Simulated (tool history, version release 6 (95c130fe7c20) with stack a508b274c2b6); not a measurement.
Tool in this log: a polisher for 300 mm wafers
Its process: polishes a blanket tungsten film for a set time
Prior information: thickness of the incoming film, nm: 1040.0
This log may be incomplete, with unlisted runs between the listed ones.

run,hour,flow of slurry (ml/min),pressure of the wafer on the pad (psi),speed of the pad under the wafer (cm/s),abrasive content of the slurry,polishing time (s),film removed (nm)
1,0.0,315,4.3,94,1.0,43,149.09
2,8.1,315,4.3,76,1.0,43,122.25
3,12.6,315,4.3,76,1.0,43,122.60
4,17.4,315,3.9,76,1.0,43,111.49
5,23.3,315,3.7,76,1.0,43,107.69
6,24.4,315,3.7,84,1.0,43,117.48

Forecast run 7:
7,30.0,315,3.4,84,1.0,43,?

For run 7 the tool returned film removed (nm) 109.93.
